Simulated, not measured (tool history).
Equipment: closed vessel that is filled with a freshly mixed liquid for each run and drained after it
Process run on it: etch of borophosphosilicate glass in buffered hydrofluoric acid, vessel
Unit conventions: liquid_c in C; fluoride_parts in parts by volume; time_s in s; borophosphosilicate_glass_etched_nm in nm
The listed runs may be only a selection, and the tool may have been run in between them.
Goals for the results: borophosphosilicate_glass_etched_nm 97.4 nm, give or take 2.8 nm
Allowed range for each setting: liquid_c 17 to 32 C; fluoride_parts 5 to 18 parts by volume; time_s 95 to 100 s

run	hour	liquid_c	fluoride_parts	time_s	borophosphosilicate_glass_etched_nm
1	0	24	11	95	122.8
2	3.3	23	11	95	116.69
3	11.3	25.5	11	95	134.02
4	19.1	24.5	11	95	127.52
5	25	24.5	12.5	95	111.63
6	33.8	24	12.5	95	108.66
7	42.4	24	12.5	95	109.2
8	48.5	23.5	12.5	95	105.99
9	56.2	23	12.5	95	102.99
10	58.1	23	12.5	95	103.16
11	60.5	22.5	12.5	95	100.47

Pick the move, out of 5, that brings all results within their allowed miss; only one does.
A	62.9	21	12.5	100	?
B	62.9	24	13.5	100	?
C	62.9	23.5	13	100	?
D	62.9	18.5	9.5	95	?
E	62.9	23	12.5	95	?

move	borophosphosilicate_glass_etched_nm
A	97.48
B	106.42
C	107.5
D	103.78
E	103.3
A: in spec on every target
B: misses by more than the last run did
C: misses by more than the last run did
D: misses by more than the last run did
E: misses by more than the last run did
Go with A: it meets all targets.

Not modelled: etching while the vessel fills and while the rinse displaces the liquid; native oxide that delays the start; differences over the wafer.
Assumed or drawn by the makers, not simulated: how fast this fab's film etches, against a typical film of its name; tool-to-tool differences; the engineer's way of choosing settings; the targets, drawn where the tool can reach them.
